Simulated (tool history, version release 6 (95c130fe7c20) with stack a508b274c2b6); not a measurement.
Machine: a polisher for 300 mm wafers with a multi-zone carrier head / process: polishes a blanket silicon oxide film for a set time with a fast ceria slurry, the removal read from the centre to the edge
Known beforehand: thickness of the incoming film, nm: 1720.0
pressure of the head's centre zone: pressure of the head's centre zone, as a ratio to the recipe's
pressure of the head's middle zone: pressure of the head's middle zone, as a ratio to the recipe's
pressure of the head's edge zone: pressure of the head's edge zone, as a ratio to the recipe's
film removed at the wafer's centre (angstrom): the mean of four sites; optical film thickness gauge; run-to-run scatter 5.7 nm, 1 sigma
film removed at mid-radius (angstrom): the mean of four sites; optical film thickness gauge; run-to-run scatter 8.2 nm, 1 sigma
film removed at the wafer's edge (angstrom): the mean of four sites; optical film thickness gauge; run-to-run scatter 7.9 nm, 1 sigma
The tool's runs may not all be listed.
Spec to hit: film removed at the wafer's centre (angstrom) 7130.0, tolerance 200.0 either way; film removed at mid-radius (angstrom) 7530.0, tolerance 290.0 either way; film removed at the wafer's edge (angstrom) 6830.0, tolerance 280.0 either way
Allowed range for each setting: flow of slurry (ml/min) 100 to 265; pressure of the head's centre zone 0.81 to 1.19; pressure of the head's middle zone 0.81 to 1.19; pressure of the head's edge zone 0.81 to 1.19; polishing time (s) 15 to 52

run    day  flow of slurry (ml/min)  pressure of the head's centre zone  pressure of the head's middle zone  pressure of the head's edge zone  polishing time (s)  film removed at the wafer's centre (angstrom)  film removed at mid-radius (angstrom)  film removed at the wafer's edge (angstrom)
  1  0.000                      170                                1.00                                1.00                              1.00                  33                                         6105.8                                 6045.4                                       6347.4
  2  0.033                      170                                0.95                                1.00                              1.00                  33                                         5868.2                                 6014.3                                       6442.1
  3  0.229                      170                                0.95                                1.00                              0.95                  33                                         5855.7                                 6060.9                                       6131.4
  4  0.492                      170                                0.95                                1.00                              0.95                  26                                         4623.7                                 4779.2                                       4864.6
  5  0.662                      180                                0.98                                1.03                              0.97                  27                                         4958.5                                 5175.5                                       5172.6
  6  0.838                      145                                0.98                                1.03                              0.97                  27                                         4712.9                                 5032.6                                       5114.0
  7  1.033                      195                                1.08                                1.13                              1.05                  36                                         7476.1                                 7470.4                                       7427.3
  8  1.175                      190                                1.08                                1.14                              1.03                  36                                         7393.8                                 7488.0                                       7274.7
  9  1.338                      185                                1.08                                1.15                              1.02                  36                                         7227.8                                 7684.5                                       7100.4
 10  1.446                      185                                1.08                                1.15                              1.01                  36                                         7333.9                                 7587.9                                       7152.2
 11  1.629                      180                                1.08                                1.15                              1.00                  36                                         7338.6                                 7507.7                                       7161.1
 12  1.671                      180                                1.08                                1.16                              0.99                  36                                         7346.6                                 7548.4                                       6912.0

Exercise: of the 4 proposed moves below, exactly one satisfies all targets within the stated allowed misses. Which move is it?
  A  1.712                      190                                1.14                                1.16                              0.90                  35                                              ?                                      ?                                            ?
  B  1.712                      175                                1.12                                1.15                              0.90                  36                                              ?                                      ?                                            ?
  C  1.712                      265                                1.02                                1.13                              0.94                  35                                              ?                                      ?                                            ?
  D  1.712                      170                                1.08                                1.13                              0.93                  38                                              ?                                      ?                                            ?

move  film removed at the wafer's centre (angstrom)  film removed at mid-radius (angstrom)  film removed at the wafer's edge (angstrom)
   A                                         7655.1                                 7261.3                                       6608.0
   B                                         7625.0                                 7320.1                                       6734.3
   C                                         7174.8                                 7413.2                                       6964.3
   D                                         7717.2                                 7576.4                                       7193.9
A: moves away from the targets compared with the last run
B: moves away from the targets compared with the last run
C: in spec on every target
D: moves away from the targets compared with the last run
The right move is C.

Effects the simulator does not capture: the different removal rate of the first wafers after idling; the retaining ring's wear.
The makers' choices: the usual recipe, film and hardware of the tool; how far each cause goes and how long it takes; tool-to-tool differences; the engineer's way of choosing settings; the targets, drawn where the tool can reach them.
